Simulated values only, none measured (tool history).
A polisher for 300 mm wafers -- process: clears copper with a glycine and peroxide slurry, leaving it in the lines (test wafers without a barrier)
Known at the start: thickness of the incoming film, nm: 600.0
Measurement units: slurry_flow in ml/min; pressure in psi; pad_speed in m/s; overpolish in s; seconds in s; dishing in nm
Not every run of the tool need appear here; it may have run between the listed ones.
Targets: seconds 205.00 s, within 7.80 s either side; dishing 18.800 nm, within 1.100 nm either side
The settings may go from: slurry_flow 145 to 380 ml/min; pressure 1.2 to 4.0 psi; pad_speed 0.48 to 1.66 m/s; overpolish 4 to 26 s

| run | hour | slurry_flow | pressure | pad_speed | overpolish | seconds | dishing |
|---|---|---|---|---|---|---|---|
| 1 | 0.0 | 245 | 2.6 | 1.06 | 13 | 126.21 | 21.866 |
| 2 | 1.8 | 245 | 2.6 | 1.06 | 17 | 127.04 | 23.955 |
| 3 | 7.7 | 215 | 2.6 | 1.06 | 17 | 127.45 | 24.821 |
| 4 | 11.5 | 215 | 2.3 | 1.04 | 16 | 143.04 | 22.399 |
| 5 | 15.2 | 215 | 2.3 | 1.20 | 16 | 127.69 | 23.715 |
| 6 | 21.7 | 215 | 2.1 | 1.16 | 16 | 142.69 | 22.932 |
| 7 | 26.8 | 215 | 1.9 | 1.14 | 15 | 154.37 | 21.138 |
| 8 | 28.4 | 215 | 1.8 | 1.12 | 15 | 164.11 | 20.642 |
| 9 | 34.2 | 215 | 1.7 | 1.12 | 15 | 174.58 | 20.877 |
| 10 | 41.6 | 215 | 1.2 | 1.10 | 12 | 226.06 | 15.822 |
| 11 | 48.6 | 215 | 1.2 | 1.10 | 13 | 225.05 | 17.009 |

Next run, 4 choices. One meets every target within its allowed miss, the rest don't. Which?
| A | 55.6 | 270 | 1.5 | 0.66 | 12 | ? | ? |
| B | 55.6 | 215 | 1.3 | 1.16 | 14 | ? | ? |
| C | 55.6 | 240 | 1.2 | 0.94 | 16 | ? | ? |
| D | 55.6 | 230 | 1.4 | 1.08 | 10 | ? | ? |

| move | seconds | dishing |
|---|---|---|
| A | 259.90 | 14.837 |
| B | 200.93 | 18.592 |
| C | 242.09 | 18.521 |
| D | 198.90 | 15.194 |
A: moves away from the targets compared with the last run
B: hits every target within its allowed miss
C: moves away from the targets compared with the last run
D: brings the last run's worst result on target, with another outside its allowed miss
Go with B: it meets all targets.

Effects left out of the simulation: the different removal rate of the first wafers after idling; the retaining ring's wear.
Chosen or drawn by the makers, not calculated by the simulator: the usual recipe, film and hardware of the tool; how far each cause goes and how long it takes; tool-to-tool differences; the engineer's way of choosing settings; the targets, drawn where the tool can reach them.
